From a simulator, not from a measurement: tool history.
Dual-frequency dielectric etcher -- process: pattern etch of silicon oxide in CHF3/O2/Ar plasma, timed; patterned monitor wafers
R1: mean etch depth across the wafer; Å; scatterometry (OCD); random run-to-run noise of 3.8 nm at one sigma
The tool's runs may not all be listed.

run 1 hour=0 | source_power_(kW)=0.59 bias_power_(kW)=0.218 etch_time_(s)=468.5 | R1=8935.7
run 2 hour=6.1 | source_power_(kW)=0.59 bias_power_(kW)=0.218 etch_time_(s)=468.5 | R1=8898.1
run 3 hour=7.1 | source_power_(kW)=0.68 bias_power_(kW)=0.218 etch_time_(s)=468.5 | R1=9539.1
run 4 hour=14.2 | source_power_(kW)=0.73 bias_power_(kW)=0.218 etch_time_(s)=468.5 | R1=9737.9
run 5 hour=21.8 | source_power_(kW)=0.73 bias_power_(kW)=0.218 etch_time_(s)=468.5 | R1=9836.9
run 6 hour=26.6 | source_power_(kW)=0.76 bias_power_(kW)=0.219 etch_time_(s)=468.5 | R1=10022
run 7 hour=27.6 | source_power_(kW)=0.78 bias_power_(kW)=0.22 etch_time_(s)=468.5 | R1=10145
run 8 hour=30.3 | source_power_(kW)=0.79 bias_power_(kW)=0.221 etch_time_(s)=468.5 | R1=10154

What does the tool deliver on the next run?
run 9 hour=35.8 | source_power_(kW)=0.8 bias_power_(kW)=0.223 etch_time_(s)=468.5 | R1=?

For run 9 the tool returned R1 10269 Å.
